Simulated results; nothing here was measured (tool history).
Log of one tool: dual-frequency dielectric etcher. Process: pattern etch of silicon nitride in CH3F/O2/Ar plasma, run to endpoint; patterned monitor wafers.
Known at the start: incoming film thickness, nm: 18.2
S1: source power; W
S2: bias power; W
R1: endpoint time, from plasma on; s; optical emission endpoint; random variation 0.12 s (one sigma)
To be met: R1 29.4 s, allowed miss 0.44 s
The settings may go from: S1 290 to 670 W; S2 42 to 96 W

| run | day | S1 | S2 | R1 |
|---|---|---|---|---|
| 1 | 0 | 480 | 69 | 25.696 |
| 2 | 0.042 | 540 | 69 | 24.746 |
| 3 | 0.158 | 490 | 68 | 25.6 |
| 4 | 0.454 | 450 | 67 | 26.457 |
| 5 | 0.525 | 420 | 66 | 27.406 |
| 6 | 0.721 | 400 | 66 | 27.698 |
| 7 | 0.967 | 380 | 66 | 28.379 |
| 8 | 1.062 | 370 | 66 | 28.601 |
| 9 | 1.125 | 360 | 66 | 28.678 |

5 next moves are on the table. One of them brings every result within its allowed miss. Which?
| A | 1.188 | 380 | 69 | ? |
| B | 1.188 | 370 | 66 | ? |
| C | 1.188 | 410 | 56 | ? |
| D | 1.188 | 360 | 59 | ? |
| E | 1.188 | 340 | 72 | ? |

| move | R1 |
|---|---|
| A | 27.675 |
| B | 28.462 |
| C | 29.584 |
| D | 30.166 |
| E | 28.132 |
A: further off than the last run
B: further off than the last run
C: meets every target
D: takes the result that was furthest off past its target
E: further off than the last run
Move C is the one to make.

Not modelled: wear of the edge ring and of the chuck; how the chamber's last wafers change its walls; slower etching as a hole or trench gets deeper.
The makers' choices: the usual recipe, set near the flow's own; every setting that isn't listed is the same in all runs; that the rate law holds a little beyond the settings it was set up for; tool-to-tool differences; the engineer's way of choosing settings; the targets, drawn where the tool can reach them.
